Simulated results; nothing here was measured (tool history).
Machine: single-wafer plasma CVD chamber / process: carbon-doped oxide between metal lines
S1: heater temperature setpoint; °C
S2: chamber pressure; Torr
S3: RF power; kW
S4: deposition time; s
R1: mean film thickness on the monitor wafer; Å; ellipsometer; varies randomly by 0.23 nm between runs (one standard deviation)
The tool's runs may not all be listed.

run,hour,S1,S2,S3,S4,R1
1,0,355,5.93,0.605,15.3,877.01
2,2.3,355,6.52,0.605,15.3,886.51
3,8.7,355,5.8,0.605,15.3,875.47
4,11.3,358,5.51,0.59,15.3,851.36
5,15,361,5.26,0.575,15.3,820.07
6,19.4,361,5.26,0.575,15.3,820.62
7,21.1,361,5.26,0.575,15.3,822.23
8,29.7,364,5.08,0.57,15.3,805.2
9,38.2,366,4.97,0.57,15.3,799.37
10,44.2,368,4.86,0.57,15.3,799.02

Predict the results of run 11:
11,47.4,368,4.86,0.57,15.3,?

{"run 11": {"R1": 793.04}}
